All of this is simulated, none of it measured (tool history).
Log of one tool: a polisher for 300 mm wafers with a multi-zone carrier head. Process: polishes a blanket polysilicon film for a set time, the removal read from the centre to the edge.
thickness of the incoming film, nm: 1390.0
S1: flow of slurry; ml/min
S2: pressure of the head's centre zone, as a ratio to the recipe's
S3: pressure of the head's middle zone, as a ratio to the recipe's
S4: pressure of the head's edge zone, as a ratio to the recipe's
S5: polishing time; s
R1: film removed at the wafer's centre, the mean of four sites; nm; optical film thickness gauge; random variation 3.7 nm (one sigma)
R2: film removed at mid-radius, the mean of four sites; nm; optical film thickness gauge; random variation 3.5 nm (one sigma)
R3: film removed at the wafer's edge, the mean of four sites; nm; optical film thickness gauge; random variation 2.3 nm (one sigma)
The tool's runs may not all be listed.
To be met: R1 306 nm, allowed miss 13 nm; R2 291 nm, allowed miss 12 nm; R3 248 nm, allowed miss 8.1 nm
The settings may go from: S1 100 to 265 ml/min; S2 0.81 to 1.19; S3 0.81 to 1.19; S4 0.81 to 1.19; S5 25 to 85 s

run  hour   S1    S2    S3    S4  S5      R1      R2      R3
  1     0  170     1     1     1  55  409.34  406.75  394.49
  2     1  170     1     1  1.08  55  400.36  417.93  413.44
  3   7.6  170     1     1  1.01  55  399.17   404.4   392.3
  4  10.5  170     1  0.97  1.01  55  407.33   405.7  399.94
  5  15.5  170     1  1.03  1.01  55  404.25  413.58  404.82
  6  22.9  170     1  1.03  0.97  55  400.08  415.95  401.03
  7  29.6  170     1  1.03  0.97  55  403.14  415.04  398.18
  8  34.9  180  1.01  1.04  0.95  52  388.03  400.77  364.97
  9  37.7  180  1.01  1.03  0.94  50  363.73  385.76  353.36
 10  46.5  180  1.03  1.02  0.93  48  372.65  368.96  334.47
 11    51  185  1.03  1.01  0.92  47  365.32  354.63  327.69
 12  58.2  190  1.03  1.01  0.91  45  344.49  340.04  312.17
 13  59.9  190  1.04  1.01   0.9  44  341.24   331.9  303.46
 14  60.8  190  1.05  1.01  0.89  43  337.43  324.18  301.88
 15  61.8  195  1.05  1.01  0.88  42  330.76  319.43  285.85
 16  70.2  195  1.05  1.01  0.87  41  320.45  313.23  286.97
 17  77.5  200  1.06  1.02  0.87  40  317.09     306  274.58
 18  84.9  200  1.06  1.02  0.86  40  321.19  310.48  271.16
 19  87.3  205  1.07  1.02  0.84  38  310.81  297.62  260.92

Which of these 4 next moves meets every target?
  A  89.7  185  1.09  1.05  0.81  38   ?   ?   ?
  B  89.7  225  1.03  1.09  0.85  36   ?   ?   ?
  C  89.7  245  1.09  0.84  0.82  36   ?   ?   ?
  D  89.7  195  0.99  0.81  0.91  38   ?   ?   ?

move      R1      R2      R3
   A   314.1  293.57  252.66
   B  289.15  290.38  249.04
   C   309.2  260.87  247.38
   D  287.11  263.94  268.08
A: meets every target
B: brings the result that was furthest off to its target, and leaves another outside
C: brings the result that was furthest off to its target, and leaves another outside
D: further off than the last run
The right move is A.
